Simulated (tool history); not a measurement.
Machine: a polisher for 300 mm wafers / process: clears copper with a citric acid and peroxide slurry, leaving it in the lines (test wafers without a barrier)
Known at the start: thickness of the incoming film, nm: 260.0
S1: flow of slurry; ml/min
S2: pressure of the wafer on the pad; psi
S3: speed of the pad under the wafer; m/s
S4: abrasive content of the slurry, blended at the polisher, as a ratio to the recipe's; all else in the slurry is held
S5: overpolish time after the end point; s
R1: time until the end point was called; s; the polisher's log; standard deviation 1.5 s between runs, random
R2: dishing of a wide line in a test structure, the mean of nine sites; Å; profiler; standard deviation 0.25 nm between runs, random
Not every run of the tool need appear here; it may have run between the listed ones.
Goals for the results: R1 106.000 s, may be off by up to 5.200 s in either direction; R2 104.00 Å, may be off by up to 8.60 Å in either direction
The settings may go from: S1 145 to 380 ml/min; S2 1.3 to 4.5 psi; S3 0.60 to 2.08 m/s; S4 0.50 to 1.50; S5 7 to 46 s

| run | day | S1 | S2 | S3 | S4 | S5 | R1 | R2 |
|---|---|---|---|---|---|---|---|---|
| 1 | 0.000 | 245 | 2.9 | 1.34 | 1.00 | 24 | 93.727 | 193.11 |
| 2 | 0.142 | 245 | 2.9 | 1.56 | 1.00 | 24 | 80.778 | 185.23 |
| 3 | 0.358 | 245 | 2.9 | 1.56 | 1.00 | 30 | 83.536 | 189.43 |
| 4 | 0.488 | 245 | 3.4 | 1.56 | 1.00 | 30 | 68.454 | 197.69 |
| 5 | 0.767 | 235 | 3.0 | 1.66 | 0.95 | 25 | 74.428 | 193.39 |
|  | 0.800 | head pressure recalibrated |
| 6 | 0.800 | 235 | 3.0 | 1.66 | 0.85 | 25 | 83.783 | 193.74 |
| 7 | 1.067 | 235 | 3.0 | 1.66 | 0.85 | 25 | 81.371 | 197.23 |
| 8 | 1.292 | 265 | 2.7 | 1.60 | 1.00 | 21 | 89.913 | 182.86 |
| 9 | 1.483 | 335 | 1.9 | 1.80 | 1.25 | 10 | 108.640 | 130.10 |
| 10 | 1.821 | 345 | 1.8 | 1.86 | 1.30 | 9 | 108.510 | 124.00 |
| 11 | 2.062 | 350 | 1.7 | 1.90 | 1.35 | 9 | 111.810 | 119.81 |
| 12 | 2.125 | 355 | 1.7 | 1.94 | 1.40 | 9 | 110.390 | 119.87 |
| 13 | 2.246 | 360 | 1.7 | 1.96 | 1.40 | 9 | 107.680 | 118.94 |
| 14 | 2.458 | 365 | 1.7 | 1.98 | 1.40 | 9 | 107.730 | 120.68 |
| 15 | 2.721 | 370 | 1.7 | 2.00 | 1.40 | 9 | 107.450 | 116.30 |
| 16 | 2.858 | 370 | 1.7 | 2.02 | 1.40 | 9 | 101.950 | 123.54 |
| 17 | 2.971 | 365 | 1.7 | 2.04 | 1.40 | 9 | 102.430 | 122.33 |
| 18 | 3.021 | 370 | 1.7 | 2.04 | 1.40 | 9 | 102.300 | 125.86 |
| 19 | 3.375 | 300 | 1.8 | 2.08 | 1.45 | 7 | 96.343 | 105.13 |

Which single option among these 5 for the next run brings every result within its allowed miss of target? Just one does.
| A | 3.729 | 255 | 1.9 | 2.04 | 1.40 | 7 | ? | ? |
| B | 3.729 | 270 | 1.9 | 2.06 | 1.50 | 7 | ? | ? |
| C | 3.729 | 230 | 2.0 | 2.08 | 1.50 | 7 | ? | ? |
| D | 3.729 | 270 | 1.9 | 2.08 | 1.45 | 7 | ? | ? |
| E | 3.729 | 275 | 1.8 | 1.90 | 1.45 | 7 | ? | ? |

| move | R1 | R2 |
|---|---|---|
| A | 96.097 | 107.96 |
| B | 93.342 | 109.95 |
| C | 89.699 | 112.83 |
| D | 93.131 | 110.10 |
| E | 106.520 | 100.88 |
A: as far off as the last run
B: lands further from the targets than the last run did
C: lands further from the targets than the last run did
D: lands further from the targets than the last run did
E: meets every target
Go with E: it meets all targets.
